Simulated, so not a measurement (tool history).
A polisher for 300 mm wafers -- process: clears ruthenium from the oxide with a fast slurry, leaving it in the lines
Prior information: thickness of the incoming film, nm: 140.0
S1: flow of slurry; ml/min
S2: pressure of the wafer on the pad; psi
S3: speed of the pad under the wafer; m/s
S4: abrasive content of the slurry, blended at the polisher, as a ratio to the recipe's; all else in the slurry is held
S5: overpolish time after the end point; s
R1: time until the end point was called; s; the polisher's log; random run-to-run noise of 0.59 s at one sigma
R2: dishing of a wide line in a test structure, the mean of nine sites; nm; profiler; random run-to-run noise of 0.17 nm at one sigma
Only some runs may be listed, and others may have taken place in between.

run 1 hour=0 | S1=220 S2=2.3 S3=1.04 S4=1 S5=10 | R1=39.932 R2=16.777
run 2 hour=0.6 | S1=220 S2=2.3 S3=1.04 S4=1 S5=8 | R1=38.377 R2=14.405
run 3 hour=7.4 | S1=220 S2=2.1 S3=1.04 S4=1 S5=6 | R1=41.732 R2=12.038
run 4 hour=12.4 | S1=220 S2=1.9 S3=1.1 S4=1 S5=5 | R1=43.31 R2=9.9475
run 5 hour=20.4 | S1=220 S2=1.9 S3=1.1 S4=1 S5=7 | R1=42.94 R2=12.293
run 6 hour=21.9 | S1=220 S2=1.9 S3=1.2 S4=1 S5=7 | R1=40.065 R2=13.491
run 7 hour=29.1 | S1=260 S2=1.9 S3=1.04 S4=1.15 S5=6 | R1=41.33 R2=12.307
run 8 hour=32.9 | S1=220 S2=2.1 S3=1.06 S4=0.95 S5=5 | R1=41.949 R2=10.172
run 9 hour=38.2 | S1=225 S2=2.3 S3=1.04 S4=0.8 S5=4 | R1=44.96 R2=8.3987
run 10 hour=43.1 | S1=230 S2=2.5 S3=1.04 S4=0.7 S5=4 | R1=45.424 R2=8.0559
run 11 hour=44.4 | S1=230 S2=2.5 S3=1.04 S4=0.7 S5=4 | R1=46.212 R2=8.2298
run 12 hour=47.7 | S1=215 S2=2.7 S3=1.04 S4=0.65 S5=4 | R1=46.568 R2=7.9904
run 13 hour=54.6 | S1=250 S2=2.7 S3=1.04 S4=0.6 S5=4 | R1=48.421 R2=7.7796

Predict the results of run 14:
run 14 hour=60 | S1=215 S2=2.8 S3=1.04 S4=0.55 S5=4 | R1=? R2=?

Run 14 yielded R1 52.316 s, R2 7.4693 nm.
